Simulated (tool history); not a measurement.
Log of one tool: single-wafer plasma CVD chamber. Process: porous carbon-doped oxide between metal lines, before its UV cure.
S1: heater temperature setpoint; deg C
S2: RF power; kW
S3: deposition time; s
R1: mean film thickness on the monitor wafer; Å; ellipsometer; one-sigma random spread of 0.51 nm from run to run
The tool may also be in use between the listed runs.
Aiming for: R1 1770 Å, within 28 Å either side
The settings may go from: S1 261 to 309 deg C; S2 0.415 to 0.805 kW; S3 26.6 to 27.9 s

| run | hour | S1 | S2 | S3 | R1 |
|---|---|---|---|---|---|
| 1 | 0 | 285 | 0.61 | 27.9 | 2045.5 |
| 2 | 2.5 | 292 | 0.605 | 27.9 | 1933 |
| 3 | 5.2 | 296 | 0.6 | 27.9 | 1865 |
| 4 | 7.5 | 296 | 0.57 | 27.9 | 1818.9 |
| 5 | 13.6 | 297 | 0.57 | 27.9 | 1804.2 |
| 6 | 16.8 | 306 | 0.57 | 27.9 | 1702.1 |
| 7 | 18.6 | 304 | 0.57 | 27.9 | 1714.4 |
| 8 | 21.2 | 303 | 0.57 | 27.9 | 1740.6 |

5 next moves are on the table. One of them brings every result within its allowed miss. Which?
| A | 23.8 | 308 | 0.615 | 27.2 | ? |
| B | 23.8 | 305 | 0.62 | 26.6 | ? |
| C | 23.8 | 302 | 0.57 | 26.8 | ? |
| D | 23.8 | 301 | 0.585 | 27.7 | ? |
| E | 23.8 | 303 | 0.59 | 26.6 | ? |

| move | R1 |
|---|---|
| A | 1717.3 |
| B | 1720.2 |
| C | 1679.2 |
| D | 1772 |
| E | 1691 |
A: its largest miss is bigger than the last run's
B: its largest miss is bigger than the last run's
C: its largest miss is bigger than the last run's
D: all results land within tolerance of their targets
E: its largest miss is bigger than the last run's
The move that meets every target is D.
